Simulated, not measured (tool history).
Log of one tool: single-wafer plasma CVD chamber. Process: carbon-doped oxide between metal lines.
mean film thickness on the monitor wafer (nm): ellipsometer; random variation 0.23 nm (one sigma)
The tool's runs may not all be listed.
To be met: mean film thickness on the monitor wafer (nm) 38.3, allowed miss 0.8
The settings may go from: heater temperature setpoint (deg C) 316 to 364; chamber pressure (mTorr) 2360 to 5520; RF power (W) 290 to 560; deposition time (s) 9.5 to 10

run,hour,heater temperature setpoint (deg C),chamber pressure (mTorr),RF power (W),deposition time (s),mean film thickness on the monitor wafer (nm)
1,0,340,3940,425,10,49.245
2,2.3,343,3740,395,10,46.042
3,8.2,343,3740,395,10,45.384
4,16.4,343,3740,395,9.5,44.137
5,20,346,3530,385,9.5,42.246
6,26.1,349,3360,380,9.5,40.533
7,27.1,351,3310,380,9.5,40.03
8,32.2,353,3270,380,9.5,40.028
9,37.2,355,3200,380,9.5,39.717

5 next moves are on the table. One of them brings every result within its allowed miss. Which?
A,42.2,342,2930,345,9.6,?
B,42.2,356,3150,375,9.7,?
C,42.2,341,3260,365,9.5,?
D,42.2,347,4250,340,10,?
E,42.2,347,3570,345,10,?

move,mean film thickness on the monitor wafer (nm)
A,38.16
B,39.882
C,40.195
D,40.58
E,39.932
A: meets every target
B: further off than the last run
C: further off than the last run
D: further off than the last run
E: further off than the last run
Move A is the one to make.
